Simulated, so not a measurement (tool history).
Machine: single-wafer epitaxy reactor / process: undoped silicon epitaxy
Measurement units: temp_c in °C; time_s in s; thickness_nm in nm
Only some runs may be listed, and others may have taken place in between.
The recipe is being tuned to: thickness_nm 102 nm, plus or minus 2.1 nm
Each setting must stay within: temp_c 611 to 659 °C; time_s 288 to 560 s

Run 1, day 0: temp_c 635 °C, time_s 424 s. Result: thickness_nm 53.582 nm.
Run 2, day 0.071: temp_c 628 °C, time_s 424 s. Result: thickness_nm 45.217 nm.
Run 3, day 0.396: temp_c 628 °C, time_s 445 s. Result: thickness_nm 47.59 nm.
Run 4, day 0.496: temp_c 628 °C, time_s 503 s. Result: thickness_nm 53.83 nm.
Run 5, day 0.646: temp_c 628 °C, time_s 460 s. Result: thickness_nm 48.985 nm.
Run 6, day 0.75: temp_c 628 °C, time_s 517 s. Result: thickness_nm 55.233 nm.
Run 7, day 1.088: temp_c 637 °C, time_s 519 s. Result: thickness_nm 68.836 nm.
Run 8, day 1.25: temp_c 642 °C, time_s 520 s. Result: thickness_nm 78.207 nm.
Run 9, day 1.292: temp_c 646 °C, time_s 521 s. Result: thickness_nm 85.842 nm.
Run 10, day 1.342: temp_c 648 °C, time_s 521 s. Result: thickness_nm 90.923 nm.
Run 11, day 1.575: temp_c 650 °C, time_s 521 s. Result: thickness_nm 94.462 nm.
Run 12, day 1.712: temp_c 651 °C, time_s 521 s. Result: thickness_nm 97.178 nm.
Run 13, day 1.858: temp_c 652 °C, time_s 521 s. Result: thickness_nm 99.783 nm.

Exactly one of the 5 candidate moves below puts every result within its allowed miss. Which one?
Run A, day 2.004: temp_c 649 °C, time_s 540 s. Result: thickness_nm ?.
Run B, day 2.004: temp_c 654 °C, time_s 537 s. Result: thickness_nm ?.
Run C, day 2.004: temp_c 650 °C, time_s 520 s. Result: thickness_nm ?.
Run D, day 2.004: temp_c 658 °C, time_s 489 s. Result: thickness_nm ?.
Run E, day 2.004: temp_c 653 °C, time_s 519 s. Result: thickness_nm ?.

move  thickness_nm
   A         96.19
   B        107.65
   C        94.852
   D        107.63
   E        101.62
A: its largest miss is bigger than the last run's
B: takes the result that was furthest off past its target
C: its largest miss is bigger than the last run's
D: takes the result that was furthest off past its target
E: hits every target within its allowed miss
E is the move that brings every result within its allowed miss.
